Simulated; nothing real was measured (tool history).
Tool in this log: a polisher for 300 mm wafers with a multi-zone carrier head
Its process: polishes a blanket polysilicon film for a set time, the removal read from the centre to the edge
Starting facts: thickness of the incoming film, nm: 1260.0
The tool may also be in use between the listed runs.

run	hour	flow of slurry (ml/min)	pressure of the head's centre zone	pressure of the head's middle zone	pressure of the head's edge zone	polishing time (s)	film removed at the wafer's centre (Å)	film removed at mid-radius (Å)	film removed at the wafer's edge (Å)
1	0	290	1	1	1	43	4871.2	4992.2	4826.7
2	7.6	290	1	1	1	34	3925.4	3972.4	3868
3	14.2	300	1.03	1	1.02	36	4195.1	4235.2	4110
4	23.1	290	1.05	0.99	1.01	38	4429.2	4443	4237.6
5	24.7	340	1.05	0.99	1.01	38	4538.9	4476.9	4351
6	32.3	350	1.07	0.97	1.01	40	4804.5	4594.7	4528.9

Run 7 comes next. What will it give?
7	35.9	360	1.09	0.96	1.01	42	?	?	?

Run 7 yielded film removed at the wafer's centre (Å) 5163.6, film removed at mid-radius (Å) 4837.3, film removed at the wafer's edge (Å) 4883.6.

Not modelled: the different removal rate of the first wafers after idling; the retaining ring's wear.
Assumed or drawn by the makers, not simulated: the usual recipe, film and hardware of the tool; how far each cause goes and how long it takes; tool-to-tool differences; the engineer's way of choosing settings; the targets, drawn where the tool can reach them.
